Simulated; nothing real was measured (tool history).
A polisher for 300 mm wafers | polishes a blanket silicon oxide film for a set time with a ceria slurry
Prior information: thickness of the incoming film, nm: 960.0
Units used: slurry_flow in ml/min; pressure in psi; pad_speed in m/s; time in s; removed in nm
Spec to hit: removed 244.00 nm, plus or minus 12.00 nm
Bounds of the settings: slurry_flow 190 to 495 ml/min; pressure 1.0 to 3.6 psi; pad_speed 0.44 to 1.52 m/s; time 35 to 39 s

run	day	slurry_flow	pressure	pad_speed	time	removed
1	0.000	320	2.3	0.98	39	135.76
2	0.317	250	2.3	0.98	39	133.79
3	0.508	250	2.6	1.00	39	149.03
4	0.825	250	2.8	1.04	39	170.04
5	1.162	250	2.8	1.04	39	174.36
6	1.188	250	3.0	1.04	39	185.11
7	1.475	250	3.1	1.06	39	192.08
8	1.796	250	3.2	1.08	39	205.11
9	1.996	250	3.3	1.08	39	211.98
10	2.050	250	3.4	1.08	39	215.37
11	2.312	250	3.4	1.10	39	221.53
12	2.671	250	3.5	1.12	39	230.01

4 candidate next runs follow, results not yet known. Just one meets every target within its allowed miss. Identify it.
A	3.029	190	3.6	1.30	39	?
B	3.029	190	3.5	1.14	37	?
C	3.029	220	3.6	1.18	38	?
D	3.029	280	3.6	1.24	39	?

move	removed
A	264.65
B	214.86
C	238.44
D	262.83
A: takes the biggest miss from the last run beyond its target
B: further off than the last run
C: every result lands within tolerance
D: takes the biggest miss from the last run beyond its target
C is the move that brings every result within its allowed miss.
